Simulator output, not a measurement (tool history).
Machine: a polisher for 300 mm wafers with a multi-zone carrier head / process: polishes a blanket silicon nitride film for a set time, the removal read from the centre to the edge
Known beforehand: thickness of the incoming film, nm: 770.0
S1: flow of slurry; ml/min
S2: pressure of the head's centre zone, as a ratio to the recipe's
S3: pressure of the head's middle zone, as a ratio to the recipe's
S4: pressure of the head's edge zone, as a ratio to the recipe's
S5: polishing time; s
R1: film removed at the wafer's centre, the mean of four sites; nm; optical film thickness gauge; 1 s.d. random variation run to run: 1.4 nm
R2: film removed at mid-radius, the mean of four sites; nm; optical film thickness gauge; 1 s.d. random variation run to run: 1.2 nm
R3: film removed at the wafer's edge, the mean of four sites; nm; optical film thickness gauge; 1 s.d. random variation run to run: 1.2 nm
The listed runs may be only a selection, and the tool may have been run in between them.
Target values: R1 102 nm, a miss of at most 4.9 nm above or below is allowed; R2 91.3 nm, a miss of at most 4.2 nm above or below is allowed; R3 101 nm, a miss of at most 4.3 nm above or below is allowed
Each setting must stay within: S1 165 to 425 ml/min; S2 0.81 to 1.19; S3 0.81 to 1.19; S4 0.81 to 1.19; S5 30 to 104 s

run	hour	S1	S2	S3	S4	S5	R1	R2	R3
1	0	275	1	1	1	67	145.63	148.04	145.89
2	3.8	275	1	1	1.06	67	142.92	148.05	149.59
3	6.7	275	1	1	1.06	56	119.78	124.86	126.78
4	10.3	275	1	0.94	1.06	56	119.19	117.01	125.72
5	17.2	275	1	0.91	1.02	53	114.15	107.91	115.92
6	25.7	275	0.99	0.88	1	51	105.57	101.63	112.26
7	29.2	275	1	0.86	0.97	50	105.58	97.859	106.97
8	33.6	270	1	0.85	0.96	50	107.5	95.645	107.07

Exercise: of the 4 proposed moves below, exactly one satisfies all targets within the stated allowed misses. Which move is it?
A	38	270	0.97	0.82	1.05	51	?	?	?
B	38	290	1.14	0.89	0.88	48	?	?	?
C	38	280	0.98	0.81	0.98	54	?	?	?
D	38	185	1.06	0.89	1.01	48	?	?	?

move	R1	R2	R3
A	104.15	94.42	115.03
B	116.45	95.779	100.11
C	111.94	99.407	118.18
D	100.62	89.716	101.67
A: lands further from the targets than the last run did
B: brings the result that was furthest off to its target, and leaves another outside
C: lands further from the targets than the last run did
D: every result within its allowed miss
Move D is the one to make.

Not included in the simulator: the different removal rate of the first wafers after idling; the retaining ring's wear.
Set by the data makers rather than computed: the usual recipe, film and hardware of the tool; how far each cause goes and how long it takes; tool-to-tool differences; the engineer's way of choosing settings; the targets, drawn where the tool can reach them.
